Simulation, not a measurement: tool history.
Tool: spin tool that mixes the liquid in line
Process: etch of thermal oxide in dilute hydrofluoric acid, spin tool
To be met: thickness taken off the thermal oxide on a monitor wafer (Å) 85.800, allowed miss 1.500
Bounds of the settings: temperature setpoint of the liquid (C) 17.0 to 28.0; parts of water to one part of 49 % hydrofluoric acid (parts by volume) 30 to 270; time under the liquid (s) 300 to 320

| run | hour | temperature setpoint of the liquid (C) | parts of water to one part of 49 % hydrofluoric acid (parts by volume) | time under the liquid (s) | thickness taken off the thermal oxide on a monitor wafer (Å) |
|---|---|---|---|---|---|
| 1 | 0.0 | 20.0 | 150 | 300 | 77.425 |
| 2 | 1.4 | 20.0 | 180 | 300 | 62.301 |
| 3 | 6.5 | 20.0 | 210 | 300 | 51.202 |
| 4 | 12.4 | 20.0 | 210 | 320 | 55.579 |
| 5 | 21.4 | 22.0 | 205 | 320 | 61.490 |
| 6 | 30.2 | 23.5 | 200 | 320 | 66.342 |
| 7 | 34.0 | 24.5 | 195 | 320 | 70.859 |
| 8 | 36.4 | 25.5 | 190 | 320 | 76.412 |
| 9 | 41.9 | 26.0 | 190 | 320 | 77.933 |

5 next moves are on the table. One of them brings every result within its allowed miss. Which?
| A | 47.4 | 26.0 | 175 | 300 | ? |
| B | 47.4 | 25.0 | 175 | 315 | ? |
| C | 47.4 | 27.0 | 185 | 315 | ? |
| D | 47.4 | 28.0 | 170 | 300 | ? |
| E | 47.4 | 28.0 | 180 | 305 | ? |

| move | thickness taken off the thermal oxide on a monitor wafer (Å) |
|---|---|
| A | 80.745 |
| B | 81.704 |
| C | 82.214 |
| D | 89.942 |
| E | 85.320 |
A: nearer than the last run, and not there yet
B: nearer than the last run, and not there yet
C: nearer than the last run, and not there yet
D: takes the result that was furthest off past its target
E: meets every target
The right move is E.
